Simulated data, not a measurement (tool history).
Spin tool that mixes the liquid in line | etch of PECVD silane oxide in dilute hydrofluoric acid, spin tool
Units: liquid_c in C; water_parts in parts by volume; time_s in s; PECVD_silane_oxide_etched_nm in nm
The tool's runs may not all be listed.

{"run": 1, "hour": 0.0, "liquid_c": 22.0, "water_parts": 115, "time_s": 310, "PECVD_silane_oxide_etched_nm": 60.457}
{"run": 2, "hour": 2.6, "liquid_c": 22.0, "water_parts": 115, "time_s": 330, "PECVD_silane_oxide_etched_nm": 64.096}
{"run": 3, "hour": 7.4, "liquid_c": 22.0, "water_parts": 115, "time_s": 310, "PECVD_silane_oxide_etched_nm": 59.847}
{"run": 4, "hour": 13.7, "liquid_c": 21.5, "water_parts": 115, "time_s": 310, "PECVD_silane_oxide_etched_nm": 58.828}
{"run": 5, "hour": 18.7, "liquid_c": 25.0, "water_parts": 115, "time_s": 310, "PECVD_silane_oxide_etched_nm": 66.995}
{"run": 6, "hour": 27.1, "liquid_c": 25.0, "water_parts": 155, "time_s": 310, "PECVD_silane_oxide_etched_nm": 47.571}
{"run": 7, "hour": 34.5, "liquid_c": 25.0, "water_parts": 155, "time_s": 310, "PECVD_silane_oxide_etched_nm": 48.104}
{"run": 8, "hour": 39.7, "liquid_c": 25.5, "water_parts": 155, "time_s": 310, "PECVD_silane_oxide_etched_nm": 48.523}

Forecast run 9:
{"run": 9, "hour": 44.8, "liquid_c": 26.0, "water_parts": 155, "time_s": 310, "PECVD_silane_oxide_etched_nm": "?"}

{"run 9": {"PECVD_silane_oxide_etched_nm": 49.648}}
